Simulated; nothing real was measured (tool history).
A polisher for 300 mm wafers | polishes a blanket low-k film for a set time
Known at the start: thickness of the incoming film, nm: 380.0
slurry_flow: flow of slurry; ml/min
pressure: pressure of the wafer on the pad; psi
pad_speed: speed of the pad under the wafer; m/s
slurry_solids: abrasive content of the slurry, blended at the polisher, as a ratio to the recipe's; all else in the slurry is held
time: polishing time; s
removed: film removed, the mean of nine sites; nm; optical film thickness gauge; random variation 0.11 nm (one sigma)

{"run": 1, "hour": 0.0, "slurry_flow": 185, "pressure": 2.1, "pad_speed": 1.06, "slurry_solids": 1, "time": 23, "removed": 12.189}
{"run": 2, "hour": 5.4, "slurry_flow": 185, "pressure": 2.1, "pad_speed": 1.06, "slurry_solids": 1, "time": 23, "removed": 12.362}
{"run": 3, "hour": 13.7, "slurry_flow": 195, "pressure": 2.2, "pad_speed": 1.06, "slurry_solids": 1, "time": 23, "removed": 12.987}
{"run": 4, "hour": 14.8, "slurry_flow": 225, "pressure": 2.2, "pad_speed": 1.06, "slurry_solids": 1, "time": 23, "removed": 12.994}
{"run": 5, "hour": 21.2, "slurry_flow": 180, "pressure": 2.2, "pad_speed": 1.06, "slurry_solids": 1, "time": 23, "removed": 12.653}
{"run": 6, "hour": 26.7, "slurry_flow": 180, "pressure": 2.2, "pad_speed": 0.88, "slurry_solids": 1, "time": 23, "removed": 11.66}
{"run": 7, "hour": 35.0, "slurry_flow": 180, "pressure": 2.4, "pad_speed": 0.88, "slurry_solids": 1, "time": 23, "removed": 12.581}
{"run": 8, "hour": 38.7, "slurry_flow": 180, "pressure": 2.6, "pad_speed": 0.88, "slurry_solids": 1, "time": 23, "removed": 13.35}
{"run": 9, "hour": 47.7, "slurry_flow": 185, "pressure": 2.7, "pad_speed": 0.88, "slurry_solids": 1, "time": 23, "removed": 14.14}

Run 10 comes next. What will it give?
{"run": 10, "hour": 53.6, "slurry_flow": 185, "pressure": 2.7, "pad_speed": 0.88, "slurry_solids": 1, "time": 23, "removed": "?"}

Run 10 gave removed 13.814 nm.
